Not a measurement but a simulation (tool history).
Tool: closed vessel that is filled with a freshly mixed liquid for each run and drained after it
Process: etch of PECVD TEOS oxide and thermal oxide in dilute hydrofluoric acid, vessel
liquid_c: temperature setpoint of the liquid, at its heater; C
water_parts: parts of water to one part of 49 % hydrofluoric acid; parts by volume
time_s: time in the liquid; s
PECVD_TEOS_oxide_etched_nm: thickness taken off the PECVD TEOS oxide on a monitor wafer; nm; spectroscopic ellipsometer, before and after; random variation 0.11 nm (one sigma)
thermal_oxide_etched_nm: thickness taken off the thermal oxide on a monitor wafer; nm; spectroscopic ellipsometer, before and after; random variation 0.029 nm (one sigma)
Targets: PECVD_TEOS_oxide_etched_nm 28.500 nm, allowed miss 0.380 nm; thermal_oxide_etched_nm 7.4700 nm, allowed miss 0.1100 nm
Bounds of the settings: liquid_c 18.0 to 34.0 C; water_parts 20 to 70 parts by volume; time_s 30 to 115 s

Run 1, hour 0.0: liquid_c 26.0 C, water_parts 40 parts by volume, time_s 60 s. Result: PECVD_TEOS_oxide_etched_nm 33.037 nm, thermal_oxide_etched_nm 8.6498 nm.
Run 2, hour 1.4: liquid_c 24.5 C, water_parts 40 parts by volume, time_s 60 s. Result: PECVD_TEOS_oxide_etched_nm 30.979 nm, thermal_oxide_etched_nm 8.1555 nm.
Run 3, hour 5.7: liquid_c 24.0 C, water_parts 40 parts by volume, time_s 60 s. Result: PECVD_TEOS_oxide_etched_nm 30.341 nm, thermal_oxide_etched_nm 7.9685 nm.
Run 4, hour 9.0: liquid_c 26.0 C, water_parts 40 parts by volume, time_s 60 s. Result: PECVD_TEOS_oxide_etched_nm 33.121 nm, thermal_oxide_etched_nm 8.6520 nm.
Run 5, hour 16.1: liquid_c 25.0 C, water_parts 40 parts by volume, time_s 60 s. Result: PECVD_TEOS_oxide_etched_nm 31.558 nm, thermal_oxide_etched_nm 8.2429 nm.
Run 6, hour 24.5: liquid_c 24.0 C, water_parts 40 parts by volume, time_s 60 s. Result: PECVD_TEOS_oxide_etched_nm 30.148 nm, thermal_oxide_etched_nm 7.9902 nm.
Run 7, hour 29.2: liquid_c 23.5 C, water_parts 40 parts by volume, time_s 60 s. Result: PECVD_TEOS_oxide_etched_nm 29.442 nm, thermal_oxide_etched_nm 7.7970 nm.
Run 8, hour 30.4: liquid_c 23.0 C, water_parts 40 parts by volume, time_s 60 s. Result: PECVD_TEOS_oxide_etched_nm 29.099 nm, thermal_oxide_etched_nm 7.6127 nm.

5 next moves are on the table. One of them brings every result within its allowed miss. Which?
Run A, hour 31.6: liquid_c 20.5 C, water_parts 40 parts by volume, time_s 65 s. Result: PECVD_TEOS_oxide_etched_nm ?, thermal_oxide_etched_nm ?.
Run B, hour 31.6: liquid_c 34.0 C, water_parts 55 parts by volume, time_s 55 s. Result: PECVD_TEOS_oxide_etched_nm ?, thermal_oxide_etched_nm ?.
Run C, hour 31.6: liquid_c 20.5 C, water_parts 35 parts by volume, time_s 60 s. Result: PECVD_TEOS_oxide_etched_nm ?, thermal_oxide_etched_nm ?.
Run D, hour 31.6: liquid_c 21.0 C, water_parts 25 parts by volume, time_s 40 s. Result: PECVD_TEOS_oxide_etched_nm ?, thermal_oxide_etched_nm ?.
Run E, hour 31.6: liquid_c 22.0 C, water_parts 35 parts by volume, time_s 55 s. Result: PECVD_TEOS_oxide_etched_nm ?, thermal_oxide_etched_nm ?.

move  PECVD_TEOS_oxide_etched_nm  thermal_oxide_etched_nm
   A                      28.545                   7.4643
   B                      29.576                   7.7341
   C                      30.298                   7.9228
   D                      29.249                   7.6485
   E                      29.603                   7.7411
A: meets every target
B: further off than the last run
C: further off than the last run
D: further off than the last run
E: further off than the last run
The right move is A.

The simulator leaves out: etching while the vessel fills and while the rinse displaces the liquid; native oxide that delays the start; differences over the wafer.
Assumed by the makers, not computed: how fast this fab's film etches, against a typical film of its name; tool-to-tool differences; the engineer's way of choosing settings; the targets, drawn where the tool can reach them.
